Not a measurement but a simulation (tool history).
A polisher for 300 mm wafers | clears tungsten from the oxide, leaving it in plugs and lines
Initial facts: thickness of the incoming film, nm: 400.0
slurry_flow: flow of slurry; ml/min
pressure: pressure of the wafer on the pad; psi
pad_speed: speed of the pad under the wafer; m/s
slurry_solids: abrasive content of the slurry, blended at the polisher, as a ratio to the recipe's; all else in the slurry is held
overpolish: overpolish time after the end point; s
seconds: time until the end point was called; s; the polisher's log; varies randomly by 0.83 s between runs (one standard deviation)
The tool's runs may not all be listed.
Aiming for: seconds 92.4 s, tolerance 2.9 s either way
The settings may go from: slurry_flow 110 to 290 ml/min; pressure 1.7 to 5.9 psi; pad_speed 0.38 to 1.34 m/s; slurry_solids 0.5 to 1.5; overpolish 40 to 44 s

run	hour	slurry_flow	pressure	pad_speed	slurry_solids	overpolish	seconds
1	0	185	3.8	0.86	1	40	116.7
2	6.8	185	3.2	0.86	1	40	132.75
3	13.8	185	3.2	0.86	1	40	133.19
4	18.5	145	3.2	0.86	1	40	140.65
# hour 26: slurry nozzle cleaned
5	26	145	3.2	0.7	1	40	159.19
6	34.3	180	3.2	0.7	1	40	156.25
7	40.8	185	3.6	0.7	1	40	140.52
8	41.3	190	3.9	0.7	1	40	131.91
9	45	195	4.2	0.7	1	40	123.57
10	47.7	200	4.4	0.7	1	40	120.35
11	49.2	205	4.6	0.7	1	40	113.89
12	53.2	210	4.8	0.7	1	40	108.79
13	56.6	210	4.9	0.7	1	40	107.34

Pick the move, out of 4, that brings all results within their allowed miss; only one does.
A	60	225	4.9	0.58	0.7	40	?
B	60	165	5.4	0.56	0.85	40	?
C	60	245	4.6	0.6	0.9	44	?
D	60	215	5.4	0.78	0.85	40	?

move	seconds
A	138.33
B	132.24
C	133.08
D	92.764
A: misses by more than the last run did
B: misses by more than the last run did
C: misses by more than the last run did
D: all results in spec
Move D is the one to make.

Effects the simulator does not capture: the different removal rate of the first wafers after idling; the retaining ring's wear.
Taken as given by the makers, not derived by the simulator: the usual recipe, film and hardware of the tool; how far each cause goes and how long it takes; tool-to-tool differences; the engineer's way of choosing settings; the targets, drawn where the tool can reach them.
